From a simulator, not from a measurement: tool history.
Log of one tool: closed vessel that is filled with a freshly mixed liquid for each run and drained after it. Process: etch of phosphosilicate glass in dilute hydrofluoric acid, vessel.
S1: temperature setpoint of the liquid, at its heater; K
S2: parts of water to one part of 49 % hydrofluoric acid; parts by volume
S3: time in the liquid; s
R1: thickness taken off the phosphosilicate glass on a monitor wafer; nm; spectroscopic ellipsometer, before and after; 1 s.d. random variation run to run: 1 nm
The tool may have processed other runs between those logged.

Run 1, day 0: S1 295.15 K, S2 80 parts by volume, S3 30 s. Result: R1 67.337 nm.
Run 2, day 0.258: S1 295.15 K, S2 80 parts by volume, S3 30 s. Result: R1 66.501 nm.
Run 3, day 0.533: S1 295.15 K, S2 80 parts by volume, S3 30 s. Result: R1 67.173 nm.
Run 4, day 0.875: S1 295.15 K, S2 95 parts by volume, S3 30 s. Result: R1 55.008 nm.
Run 5, day 0.917: S1 293.15 K, S2 95 parts by volume, S3 30 s. Result: R1 50.834 nm.
Run 6, day 1.167: S1 296.15 K, S2 80 parts by volume, S3 30 s. Result: R1 69.706 nm.
Run 7, day 1.475: S1 298.15 K, S2 70 parts by volume, S3 30 s. Result: R1 87.167 nm.

The next listed run, before its measurement:
Run 8, day 1.696: S1 299.65 K, S2 65 parts by volume, S3 30 s. Result: R1 ?.

{"run 8": {"R1": 100.97}}
